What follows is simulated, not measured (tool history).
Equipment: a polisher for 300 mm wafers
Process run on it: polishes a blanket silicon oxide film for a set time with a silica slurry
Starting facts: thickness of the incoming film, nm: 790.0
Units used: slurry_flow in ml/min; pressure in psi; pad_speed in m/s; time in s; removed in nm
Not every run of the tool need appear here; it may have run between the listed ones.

Run 1, hour 0.0: slurry_flow 265 ml/min, pressure 2.7 psi, pad_speed 1.24 m/s, slurry_solids 1.0, time 26 s. Result: removed 70.539 nm.
Run 2, hour 6.5: slurry_flow 220 ml/min, pressure 2.7 psi, pad_speed 1.24 m/s, slurry_solids 1.0, time 26 s. Result: removed 70.960 nm.
Run 3, hour 15.5: slurry_flow 220 ml/min, pressure 2.7 psi, pad_speed 1.12 m/s, slurry_solids 1.0, time 26 s. Result: removed 63.314 nm.
Run 4, hour 17.0: slurry_flow 220 ml/min, pressure 2.7 psi, pad_speed 1.36 m/s, slurry_solids 1.0, time 26 s. Result: removed 74.734 nm.
Run 5, hour 17.6: slurry_flow 220 ml/min, pressure 2.9 psi, pad_speed 1.36 m/s, slurry_solids 1.0, time 26 s. Result: removed 79.976 nm.
Run 6, hour 23.2: slurry_flow 220 ml/min, pressure 3.0 psi, pad_speed 1.36 m/s, slurry_solids 1.0, time 26 s. Result: removed 82.609 nm.
Run 7, hour 28.8: slurry_flow 220 ml/min, pressure 3.1 psi, pad_speed 1.36 m/s, slurry_solids 1.0, time 26 s. Result: removed 85.583 nm.

Estimate the outcome of run 8 from the log above:
Run 8, hour 35.0: slurry_flow 220 ml/min, pressure 3.2 psi, pad_speed 1.36 m/s, slurry_solids 1.0, time 26 s. Result: removed ?.

{"run 8": {"removed": 87.568}}
